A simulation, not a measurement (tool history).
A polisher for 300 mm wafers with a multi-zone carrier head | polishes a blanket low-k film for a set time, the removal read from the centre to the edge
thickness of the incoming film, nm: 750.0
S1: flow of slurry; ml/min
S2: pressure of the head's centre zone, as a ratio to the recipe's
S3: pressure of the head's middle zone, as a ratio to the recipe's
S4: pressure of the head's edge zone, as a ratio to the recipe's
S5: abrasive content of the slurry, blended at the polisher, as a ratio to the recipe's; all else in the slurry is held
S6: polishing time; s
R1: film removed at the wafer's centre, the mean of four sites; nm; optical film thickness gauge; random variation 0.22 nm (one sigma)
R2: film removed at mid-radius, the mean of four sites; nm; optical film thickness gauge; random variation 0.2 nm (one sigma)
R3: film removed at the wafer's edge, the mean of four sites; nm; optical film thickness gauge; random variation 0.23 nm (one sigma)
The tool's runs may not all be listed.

run	day	S1	S2	S3	S4	S5	S6	R1	R2	R3
1	0.000	205	1.00	1.00	1.00	1.00	67	22.370	22.253	20.890
2	0.179	205	1.00	1.00	1.00	0.90	67	20.612	20.686	19.962
3	0.267	250	1.00	1.00	1.00	0.90	67	21.999	20.985	20.465
4	0.321	250	1.00	1.00	1.00	0.75	67	18.989	19.131	17.969
5	0.629	250	1.00	1.00	0.94	0.75	67	19.592	19.204	17.719
6	0.896	225	1.00	1.00	0.94	0.75	67	18.550	19.355	17.649
7	1.167	215	0.98	0.99	0.95	0.75	67	18.560	18.995	17.818
8	1.254	210	0.96	0.99	0.96	0.75	67	17.655	18.444	17.682
9	1.562	205	0.95	1.00	0.96	0.75	67	17.764	18.503	17.378
10	1.671	185	0.94	1.01	0.98	0.75	67	17.319	18.492	17.193

The next listed run, before its measurement:
11	1.842	185	0.86	1.00	1.03	0.80	67	?	?	?

Run 11 gave R1 16.828 nm, R2 19.452 nm, R3 18.377 nm.

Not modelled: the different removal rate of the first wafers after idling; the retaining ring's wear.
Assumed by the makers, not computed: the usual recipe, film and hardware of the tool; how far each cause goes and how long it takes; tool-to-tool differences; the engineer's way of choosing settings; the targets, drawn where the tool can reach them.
